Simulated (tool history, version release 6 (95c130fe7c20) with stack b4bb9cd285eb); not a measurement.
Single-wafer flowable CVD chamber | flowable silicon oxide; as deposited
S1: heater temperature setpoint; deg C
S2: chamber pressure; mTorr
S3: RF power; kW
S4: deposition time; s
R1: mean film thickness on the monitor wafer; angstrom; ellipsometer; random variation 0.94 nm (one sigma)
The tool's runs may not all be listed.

run	hour	S1	S2	S3	S4	R1
1	0	105	994	1.59	821	5247.1
2	7.3	105	994	1.59	821	5249.2
3	12.8	98	994	1.59	821	6845.6
4	18.3	103	994	1.59	821	5641.8
5	21.9	105	994	1.59	821	5228.6
6	25.3	105	1101	1.59	821	5780.4
7	31.7	114	1098	1.59	821	4165.6

Forecast run 8:
8	36.8	113	1098	1.59	821	?

R1: 4306.9 angstrom
